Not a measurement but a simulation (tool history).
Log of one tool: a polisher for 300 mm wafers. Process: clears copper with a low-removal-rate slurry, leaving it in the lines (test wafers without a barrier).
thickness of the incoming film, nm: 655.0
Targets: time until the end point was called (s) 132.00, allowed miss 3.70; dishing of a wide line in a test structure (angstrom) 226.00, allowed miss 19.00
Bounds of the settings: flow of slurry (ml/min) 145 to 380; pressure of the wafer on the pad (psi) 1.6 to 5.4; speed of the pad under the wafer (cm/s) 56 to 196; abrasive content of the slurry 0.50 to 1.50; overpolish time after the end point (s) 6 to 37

run,hour,flow of slurry (ml/min),pressure of the wafer on the pad (psi),speed of the pad under the wafer (cm/s),abrasive content of the slurry,overpolish time after the end point (s),time until the end point was called (s),dishing of a wide line in a test structure (angstrom)
1,0.0,245,3.5,126,1.00,19,124.47,638.76
2,5.9,245,2.6,126,1.00,19,156.05,519.34
3,13.2,195,2.6,126,1.00,19,161.05,503.98
4,18.7,195,2.6,126,0.80,19,168.56,496.82
5,23.3,250,2.6,126,0.80,19,163.10,499.41
6,27.6,270,2.5,130,0.85,17,161.30,468.87
7,30.7,265,2.4,134,0.95,15,159.77,427.74
8,37.9,270,2.3,138,1.05,14,156.69,406.11
9,40.9,270,2.2,144,1.10,13,155.95,381.33

Which of these 5 next moves meets every target?
A,43.9,285,2.3,152,1.30,26,?,?
B,43.9,230,2.6,148,1.10,18,?,?
C,43.9,255,2.1,166,1.10,6,?,?
D,43.9,235,3.0,148,1.00,16,?,?
E,43.9,270,2.8,156,0.75,6,?,?

move,time until the end point was called (s),dishing of a wide line in a test structure (angstrom)
A,140.45,735.12
B,138.26,573.15
C,144.92,211.77
D,125.82,567.95
E,130.22,235.32
A: further off than the last run
B: further off than the last run
C: brings the result that was furthest off to its target, and leaves another outside
D: further off than the last run
E: meets every target
Move E is the one to make.
